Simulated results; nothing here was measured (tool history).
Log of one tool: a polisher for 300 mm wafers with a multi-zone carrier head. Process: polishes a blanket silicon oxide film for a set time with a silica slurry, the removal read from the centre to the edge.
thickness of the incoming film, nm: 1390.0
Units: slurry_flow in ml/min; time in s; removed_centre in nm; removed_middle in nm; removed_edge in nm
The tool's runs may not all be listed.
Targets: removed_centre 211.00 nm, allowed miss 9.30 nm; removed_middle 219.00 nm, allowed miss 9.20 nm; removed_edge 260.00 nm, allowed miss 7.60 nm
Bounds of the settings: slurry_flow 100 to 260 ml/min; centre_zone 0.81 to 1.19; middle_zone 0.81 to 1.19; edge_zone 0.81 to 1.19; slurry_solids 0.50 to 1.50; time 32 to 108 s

{"run": 1, "hour": 0.0, "slurry_flow": 165, "centre_zone": 1.0, "middle_zone": 1.0, "edge_zone": 1.0, "slurry_solids": 1.0, "time": 70, "removed_centre": 262.59, "removed_middle": 256.81, "removed_edge": 257.79}
{"run": 2, "hour": 0.8, "slurry_flow": 150, "centre_zone": 0.96, "middle_zone": 0.97, "edge_zone": 1.03, "slurry_solids": 1.0, "time": 70, "removed_centre": 246.87, "removed_middle": 245.46, "removed_edge": 258.69}
{"run": 3, "hour": 7.3, "slurry_flow": 150, "centre_zone": 0.96, "middle_zone": 0.97, "edge_zone": 1.03, "slurry_solids": 1.2, "time": 70, "removed_centre": 269.63, "removed_middle": 272.07, "removed_edge": 281.11}
{"run": 4, "hour": 16.1, "slurry_flow": 140, "centre_zone": 0.92, "middle_zone": 0.93, "edge_zone": 1.03, "slurry_solids": 1.15, "time": 70, "removed_centre": 252.48, "removed_middle": 250.72, "removed_edge": 275.04}
{"run": 5, "hour": 24.5, "slurry_flow": 140, "centre_zone": 0.92, "middle_zone": 0.93, "edge_zone": 1.03, "slurry_solids": 1.15, "time": 78, "removed_centre": 283.85, "removed_middle": 279.81, "removed_edge": 305.01}
{"run": 6, "hour": 26.4, "slurry_flow": 130, "centre_zone": 0.89, "middle_zone": 0.92, "edge_zone": 1.04, "slurry_solids": 1.05, "time": 78, "removed_centre": 253.99, "removed_middle": 260.47, "removed_edge": 290.52}
{"run": 7, "hour": 30.2, "slurry_flow": 125, "centre_zone": 0.87, "middle_zone": 0.9, "edge_zone": 1.03, "slurry_solids": 1.0, "time": 78, "removed_centre": 235.26, "removed_middle": 249.74, "removed_edge": 279.19}
{"run": 8, "hour": 37.8, "slurry_flow": 120, "centre_zone": 0.86, "middle_zone": 0.88, "edge_zone": 1.02, "slurry_solids": 1.0, "time": 78, "removed_centre": 228.45, "removed_middle": 240.92, "removed_edge": 278.53}
{"run": 9, "hour": 43.4, "slurry_flow": 120, "centre_zone": 0.86, "middle_zone": 0.87, "edge_zone": 1.0, "slurry_solids": 1.0, "time": 78, "removed_centre": 231.88, "removed_middle": 236.51, "removed_edge": 274.39}
{"run": 10, "hour": 48.3, "slurry_flow": 115, "centre_zone": 0.85, "middle_zone": 0.86, "edge_zone": 0.99, "slurry_solids": 1.0, "time": 78, "removed_centre": 226.91, "removed_middle": 233.31, "removed_edge": 268.99}
{"run": 11, "hour": 48.9, "slurry_flow": 110, "centre_zone": 0.84, "middle_zone": 0.85, "edge_zone": 0.99, "slurry_solids": 1.0, "time": 78, "removed_centre": 223.18, "removed_middle": 226.63, "removed_edge": 265.57}
{"run": 12, "hour": 54.6, "slurry_flow": 110, "centre_zone": 0.83, "middle_zone": 0.85, "edge_zone": 0.99, "slurry_solids": 1.0, "time": 78, "removed_centre": 217.37, "removed_middle": 231.83, "removed_edge": 267.56}
{"run": 13, "hour": 59.2, "slurry_flow": 110, "centre_zone": 0.83, "middle_zone": 0.84, "edge_zone": 0.99, "slurry_solids": 1.0, "time": 78, "removed_centre": 214.79, "removed_middle": 227.13, "removed_edge": 267.42}

5 next moves are on the table. One of them brings every result within its allowed miss. Which?
{"run": "A", "hour": 63.8, "slurry_flow": 100, "centre_zone": 0.82, "middle_zone": 0.92, "edge_zone": 0.95, "slurry_solids": 0.95, "time": 81, "removed_centre": "?", "removed_middle": "?", "removed_edge": "?"}
{"run": "B", "hour": 63.8, "slurry_flow": 100, "centre_zone": 0.87, "middle_zone": 0.81, "edge_zone": 1.05, "slurry_solids": 1.05, "time": 79, "removed_centre": "?", "removed_middle": "?", "removed_edge": "?"}
{"run": "C", "hour": 63.8, "slurry_flow": 110, "centre_zone": 0.81, "middle_zone": 0.98, "edge_zone": 1.04, "slurry_solids": 1.05, "time": 74, "removed_centre": "?", "removed_middle": "?", "removed_edge": "?"}
{"run": "D", "hour": 63.8, "slurry_flow": 100, "centre_zone": 0.83, "middle_zone": 0.83, "edge_zone": 0.96, "slurry_solids": 0.9, "time": 84, "removed_centre": "?", "removed_middle": "?", "removed_edge": "?"}
{"run": "E", "hour": 63.8, "slurry_flow": 115, "centre_zone": 0.81, "middle_zone": 0.89, "edge_zone": 0.96, "slurry_solids": 1.15, "time": 74, "removed_centre": "?", "removed_middle": "?", "removed_edge": "?"}

move=A removed_centre=211.06 removed_middle=237.82 removed_edge=257.34
move=B removed_centre=231.09 removed_middle=220.94 removed_edge=279.18
move=C removed_centre=208.64 removed_middle=249.67 removed_edge=264.95
move=D removed_centre=214.27 removed_middle=219.19 removed_edge=259.83
move=E removed_centre=221.80 removed_middle=244.62 removed_edge=269.90
A: brings the result that was furthest off to its target, and leaves another outside
B: further off than the last run
C: brings the result that was furthest off to its target, and leaves another outside
D: meets every target
E: further off than the last run
Answer: D

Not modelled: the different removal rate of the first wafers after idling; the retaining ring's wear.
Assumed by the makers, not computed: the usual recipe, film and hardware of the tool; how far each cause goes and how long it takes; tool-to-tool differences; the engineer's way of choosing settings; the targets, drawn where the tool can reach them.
